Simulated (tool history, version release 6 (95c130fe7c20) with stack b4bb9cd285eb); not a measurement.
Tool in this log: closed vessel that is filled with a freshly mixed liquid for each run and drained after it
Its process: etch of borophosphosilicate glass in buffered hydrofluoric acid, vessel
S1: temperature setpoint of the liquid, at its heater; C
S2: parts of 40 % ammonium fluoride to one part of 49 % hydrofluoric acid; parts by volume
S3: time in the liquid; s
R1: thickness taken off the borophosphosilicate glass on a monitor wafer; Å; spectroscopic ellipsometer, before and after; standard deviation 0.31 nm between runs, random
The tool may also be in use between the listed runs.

{"run": 1, "day": 0.0, "S1": 25, "S2": 23.5, "S3": 90, "R1": 557.97}
{"run": 2, "day": 0.229, "S1": 25, "S2": 19.5, "S3": 90, "R1": 628.38}
{"run": 3, "day": 0.508, "S1": 23.5, "S2": 21, "S3": 90, "R1": 558.62}
{"run": 4, "day": 0.704, "S1": 22.5, "S2": 22, "S3": 90, "R1": 508.97}
{"run": 5, "day": 0.817, "S1": 21.5, "S2": 22.5, "S3": 90, "R1": 467.85}
{"run": 6, "day": 1.021, "S1": 20, "S2": 22.5, "S3": 90, "R1": 431.71}
{"run": 7, "day": 1.329, "S1": 19.5, "S2": 23, "S3": 90, "R1": 416.29}
{"run": 8, "day": 1.671, "S1": 19, "S2": 23.5, "S3": 90, "R1": 407.28}
{"run": 9, "day": 1.825, "S1": 18.5, "S2": 24, "S3": 90, "R1": 383.93}
{"run": 10, "day": 1.929, "S1": 18, "S2": 24.5, "S3": 90, "R1": 365.32}

The next listed run, before its measurement:
{"run": 11, "day": 2.304, "S1": 17.5, "S2": 25, "S3": 90, "R1": "?"}

Run 11 produced R1 348.24 Å.

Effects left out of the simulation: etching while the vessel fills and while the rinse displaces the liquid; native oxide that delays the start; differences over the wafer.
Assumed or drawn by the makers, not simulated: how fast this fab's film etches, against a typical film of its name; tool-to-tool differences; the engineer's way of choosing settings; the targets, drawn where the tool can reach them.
